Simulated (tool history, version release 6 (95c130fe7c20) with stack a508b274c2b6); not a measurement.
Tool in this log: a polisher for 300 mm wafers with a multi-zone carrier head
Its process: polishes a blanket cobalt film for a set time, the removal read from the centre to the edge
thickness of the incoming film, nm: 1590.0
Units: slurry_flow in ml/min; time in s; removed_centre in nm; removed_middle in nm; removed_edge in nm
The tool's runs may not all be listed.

Run 1, day 0.000: slurry_flow 130 ml/min, centre_zone 1.00, middle_zone 1.00, edge_zone 1.00, time 47 s. Result: removed_centre 148.99 nm, removed_middle 149.48 nm, removed_edge 158.43 nm.
Run 2, day 0.288: slurry_flow 125 ml/min, centre_zone 1.00, middle_zone 1.00, edge_zone 0.98, time 46 s. Result: removed_centre 145.78 nm, removed_middle 143.30 nm, removed_edge 149.44 nm.
Run 3, day 0.617: slurry_flow 125 ml/min, centre_zone 1.05, middle_zone 1.00, edge_zone 0.98, time 46 s. Result: removed_centre 157.32 nm, removed_middle 142.45 nm, removed_edge 147.93 nm.
Run 4, day 0.979: slurry_flow 120 ml/min, centre_zone 1.04, middle_zone 1.00, edge_zone 0.96, time 46 s. Result: removed_centre 147.45 nm, removed_middle 147.01 nm, removed_edge 146.88 nm.
Run 5, day 1.017: slurry_flow 115 ml/min, centre_zone 1.04, middle_zone 0.99, edge_zone 0.95, time 45 s. Result: removed_centre 146.83 nm, removed_middle 136.50 nm, removed_edge 143.66 nm.
Run 6, day 1.367: slurry_flow 115 ml/min, centre_zone 1.04, middle_zone 0.92, edge_zone 0.95, time 45 s. Result: removed_centre 149.38 nm, removed_middle 129.51 nm, removed_edge 141.73 nm.

Run 7 is up next; what results do you expect?
Run 7, day 1.400: slurry_flow 110 ml/min, centre_zone 1.03, middle_zone 0.93, edge_zone 0.93, time 45 s. Result: removed_centre ?, removed_middle ?, removed_edge ?.

removed_centre: 147.65 nm
removed_middle: 129.07 nm
removed_edge: 140.52 nm
